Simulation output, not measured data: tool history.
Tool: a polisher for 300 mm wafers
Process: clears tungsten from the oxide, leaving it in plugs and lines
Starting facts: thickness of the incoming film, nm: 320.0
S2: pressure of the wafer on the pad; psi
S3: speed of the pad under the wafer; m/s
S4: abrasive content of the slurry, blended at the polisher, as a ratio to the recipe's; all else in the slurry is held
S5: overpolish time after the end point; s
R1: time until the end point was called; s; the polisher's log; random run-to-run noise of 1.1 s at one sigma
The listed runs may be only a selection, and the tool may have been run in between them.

{"run": 1, "day": 0.0, "flow of slurry (ml/min)": 205, "S2": 3.5, "S3": 0.88, "S4": 1, "S5": 13, "R1": 94.475}
{"run": 2, "day": 0.312, "flow of slurry (ml/min)": 205, "S2": 3.5, "S3": 0.96, "S4": 1, "S5": 13, "R1": 87.011}
{"run": 3, "day": 0.4, "flow of slurry (ml/min)": 205, "S2": 3.3, "S3": 0.96, "S4": 1, "S5": 13, "R1": 90.83}
{"run": 4, "day": 0.692, "flow of slurry (ml/min)": 205, "S2": 3.1, "S3": 0.96, "S4": 1, "S5": 13, "R1": 95.781}
{"run": 5, "day": 0.954, "flow of slurry (ml/min)": 205, "S2": 3.7, "S3": 0.96, "S4": 1, "S5": 13, "R1": 84.808}
{"run": 6, "day": 1.075, "flow of slurry (ml/min)": 205, "S2": 3.4, "S3": 0.96, "S4": 1, "S5": 13, "R1": 89.116}
{"run": 7, "day": 1.2, "flow of slurry (ml/min)": 205, "S2": 3.1, "S3": 0.96, "S4": 1, "S5": 13, "R1": 95.776}

Run 8 comes next. What will it give?
{"run": 8, "day": 1.367, "flow of slurry (ml/min)": 205, "S2": 2.9, "S3": 0.96, "S4": 1, "S5": 13, "R1": "?"}

R1: 100.06 s
